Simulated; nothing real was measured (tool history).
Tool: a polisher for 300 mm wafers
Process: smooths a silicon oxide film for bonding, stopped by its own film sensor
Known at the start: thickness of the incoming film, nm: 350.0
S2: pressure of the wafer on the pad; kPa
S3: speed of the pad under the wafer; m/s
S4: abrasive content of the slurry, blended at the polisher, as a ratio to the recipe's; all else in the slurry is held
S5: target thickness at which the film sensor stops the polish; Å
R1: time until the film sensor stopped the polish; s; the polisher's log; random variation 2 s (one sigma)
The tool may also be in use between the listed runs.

Run 1, day 0: flow of slurry (ml/min) 210, S2 15.9 kPa, S3 0.72 m/s, S4 1, S5 2620 Å. Result: R1 121.54 s.
Run 2, day 0.321: flow of slurry (ml/min) 210, S2 15.9 kPa, S3 0.58 m/s, S4 1, S5 2620 Å. Result: R1 132.97 s.
Run 3, day 0.458: flow of slurry (ml/min) 210, S2 17.2 kPa, S3 0.58 m/s, S4 1, S5 2620 Å. Result: R1 122.57 s.
Run 4, day 0.746: flow of slurry (ml/min) 210, S2 16.5 kPa, S3 0.58 m/s, S4 1, S5 2620 Å. Result: R1 126.11 s.
Run 5, day 0.883: flow of slurry (ml/min) 210, S2 16.5 kPa, S3 0.58 m/s, S4 1.1, S5 2620 Å. Result: R1 119.33 s.
Run 6, day 1.025: flow of slurry (ml/min) 210, S2 16.5 kPa, S3 0.58 m/s, S4 1.25, S5 2620 Å. Result: R1 114.05 s.
Run 7, day 1.267: flow of slurry (ml/min) 210, S2 15.9 kPa, S3 0.58 m/s, S4 1.25, S5 2620 Å. Result: R1 121.55 s.
Run 8, day 1.592: flow of slurry (ml/min) 210, S2 15.9 kPa, S3 0.58 m/s, S4 1.25, S5 2620 Å. Result: R1 120.6 s.

What will run 9 give?
Run 9, day 1.642: flow of slurry (ml/min) 210, S2 15.2 kPa, S3 0.58 m/s, S4 1.25, S5 2620 Å. Result: R1 ?.

{"run 9": {"R1": 123.29}}

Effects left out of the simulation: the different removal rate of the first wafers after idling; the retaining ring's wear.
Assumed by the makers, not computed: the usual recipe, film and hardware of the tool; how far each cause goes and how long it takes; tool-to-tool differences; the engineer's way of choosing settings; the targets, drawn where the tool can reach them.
